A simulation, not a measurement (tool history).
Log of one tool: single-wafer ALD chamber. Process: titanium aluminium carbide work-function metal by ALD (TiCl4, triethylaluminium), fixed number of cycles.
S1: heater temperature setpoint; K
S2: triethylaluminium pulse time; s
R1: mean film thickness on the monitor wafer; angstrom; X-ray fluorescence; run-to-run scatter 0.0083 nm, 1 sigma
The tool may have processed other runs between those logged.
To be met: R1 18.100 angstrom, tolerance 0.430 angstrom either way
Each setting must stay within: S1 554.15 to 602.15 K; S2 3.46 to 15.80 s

{"run": 1, "hour": 0.0, "S1": 578.15, "S2": 9.63, "R1": 19.878}
{"run": 2, "hour": 7.0, "S1": 578.15, "S2": 11.36, "R1": 20.182}
{"run": 3, "hour": 13.2, "S1": 573.15, "S2": 11.36, "R1": 19.74}
{"run": 4, "hour": 19.5, "S1": 573.15, "S2": 13.59, "R1": 19.964}
{"run": 5, "hour": 27.0, "S1": 573.15, "S2": 15.8, "R1": 20.111}
{"run": 6, "hour": 28.8, "S1": 569.15, "S2": 15.8, "R1": 19.59}
{"run": 7, "hour": 37.6, "S1": 566.15, "S2": 15.62, "R1": 19.38}
{"run": 8, "hour": 45.5, "S1": 563.15, "S2": 15.25, "R1": 18.991}
{"run": 9, "hour": 52.0, "S1": 561.15, "S2": 15.11, "R1": 18.838}
{"run": 10, "hour": 55.4, "S1": 559.15, "S2": 14.9, "R1": 18.652}

Pick the move, out of 4, that brings all results within their allowed miss; only one does.
{"run": "A", "hour": 58.8, "S1": 555.15, "S2": 12.56, "R1": "?"}
{"run": "B", "hour": 58.8, "S1": 567.15, "S2": 14.99, "R1": "?"}
{"run": "C", "hour": 58.8, "S1": 569.15, "S2": 12.71, "R1": "?"}
{"run": "D", "hour": 58.8, "S1": 563.15, "S2": 15.8, "R1": "?"}

move=A R1=18.287
move=B R1=19.519
move=C R1=19.558
move=D R1=19.191
A: all results land within tolerance of their targets
B: further off than the last run
C: further off than the last run
D: further off than the last run
Go with A: it meets all targets.
